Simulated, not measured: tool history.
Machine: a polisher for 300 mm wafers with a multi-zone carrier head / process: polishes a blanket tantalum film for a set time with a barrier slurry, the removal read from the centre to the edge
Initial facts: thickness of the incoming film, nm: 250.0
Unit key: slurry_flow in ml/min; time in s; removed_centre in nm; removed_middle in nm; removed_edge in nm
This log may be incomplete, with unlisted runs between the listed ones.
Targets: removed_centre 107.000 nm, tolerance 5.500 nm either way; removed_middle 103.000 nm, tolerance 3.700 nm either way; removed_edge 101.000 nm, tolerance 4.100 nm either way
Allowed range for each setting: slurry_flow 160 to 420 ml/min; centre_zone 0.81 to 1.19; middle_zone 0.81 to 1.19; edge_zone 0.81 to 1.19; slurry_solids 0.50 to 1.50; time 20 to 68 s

run 1 hour=0.0 | slurry_flow=270 centre_zone=1.00 middle_zone=1.00 edge_zone=1.00 slurry_solids=1.00 time=44 | removed_centre=81.783 removed_middle=83.650 removed_edge=77.809
run 2 hour=2.2 | slurry_flow=225 centre_zone=1.00 middle_zone=1.00 edge_zone=1.00 slurry_solids=1.00 time=44 | removed_centre=81.368 removed_middle=81.747 removed_edge=76.332
run 3 hour=4.0 | slurry_flow=235 centre_zone=1.02 middle_zone=1.01 edge_zone=1.04 slurry_solids=1.15 time=45 | removed_centre=86.611 removed_middle=86.756 removed_edge=82.203
run 4 hour=6.3 | slurry_flow=245 centre_zone=1.04 middle_zone=1.02 edge_zone=1.06 slurry_solids=1.25 time=46 | removed_centre=89.627 removed_middle=92.442 removed_edge=86.173
run 5 hour=14.9 | slurry_flow=245 centre_zone=1.06 middle_zone=1.01 edge_zone=1.07 slurry_solids=1.30 time=47 | removed_centre=94.134 removed_middle=94.038 removed_edge=89.744
run 6 hour=21.0 | slurry_flow=245 centre_zone=1.06 middle_zone=0.95 edge_zone=1.07 slurry_solids=1.30 time=47 | removed_centre=94.531 removed_middle=87.214 removed_edge=88.521
run 7 hour=27.0 | slurry_flow=250 centre_zone=1.08 middle_zone=0.97 edge_zone=1.09 slurry_solids=1.35 time=48 | removed_centre=98.411 removed_middle=93.662 removed_edge=94.586
-- hour=28.4 edge zone pressure recalibrated
run 8 hour=28.4 | slurry_flow=260 centre_zone=1.10 middle_zone=0.98 edge_zone=1.10 slurry_solids=1.35 time=48 | removed_centre=100.330 removed_middle=95.118 removed_edge=97.780
run 9 hour=29.6 | slurry_flow=270 centre_zone=1.11 middle_zone=0.99 edge_zone=1.09 slurry_solids=1.35 time=48 | removed_centre=102.070 removed_middle=95.572 removed_edge=98.675
run 10 hour=32.5 | slurry_flow=275 centre_zone=1.12 middle_zone=1.00 edge_zone=1.08 slurry_solids=1.35 time=48 | removed_centre=104.830 removed_middle=96.272 removed_edge=98.154
run 11 hour=38.7 | slurry_flow=280 centre_zone=1.12 middle_zone=1.01 edge_zone=1.08 slurry_solids=1.35 time=48 | removed_centre=102.680 removed_middle=96.106 removed_edge=98.953
run 12 hour=39.9 | slurry_flow=275 centre_zone=1.13 middle_zone=1.02 edge_zone=1.07 slurry_solids=1.35 time=48 | removed_centre=104.790 removed_middle=97.935 removed_edge=97.038

Which of these 5 next moves meets every target?
run A hour=41.1 | slurry_flow=305 centre_zone=1.04 middle_zone=1.00 edge_zone=1.15 slurry_solids=1.25 time=48 | removed_centre=? removed_middle=? removed_edge=?
run B hour=41.1 | slurry_flow=225 centre_zone=1.14 middle_zone=1.02 edge_zone=1.05 slurry_solids=1.10 time=53 | removed_centre=? removed_middle=? removed_edge=?
run C hour=41.1 | slurry_flow=210 centre_zone=1.12 middle_zone=1.06 edge_zone=1.10 slurry_solids=1.35 time=47 | removed_centre=? removed_middle=? removed_edge=?
run D hour=41.1 | slurry_flow=370 centre_zone=1.03 middle_zone=0.96 edge_zone=1.19 slurry_solids=1.20 time=48 | removed_centre=? removed_middle=? removed_edge=?
run E hour=41.1 | slurry_flow=230 centre_zone=1.12 middle_zone=1.13 edge_zone=0.91 slurry_solids=1.25 time=50 | removed_centre=? removed_middle=? removed_edge=?

move=A removed_centre=96.465 removed_middle=97.601 removed_edge=99.070
move=B removed_centre=108.260 removed_middle=103.200 removed_edge=99.586
move=C removed_centre=96.827 removed_middle=96.959 removed_edge=92.748
move=D removed_centre=96.838 removed_middle=95.312 removed_edge=101.450
move=E removed_centre=103.280 removed_middle=109.030 removed_edge=90.214
A: lands further from the targets than the last run did
B: in spec on every target
C: lands further from the targets than the last run did
D: lands further from the targets than the last run did
E: takes the result that was furthest off past its target
Answer: B
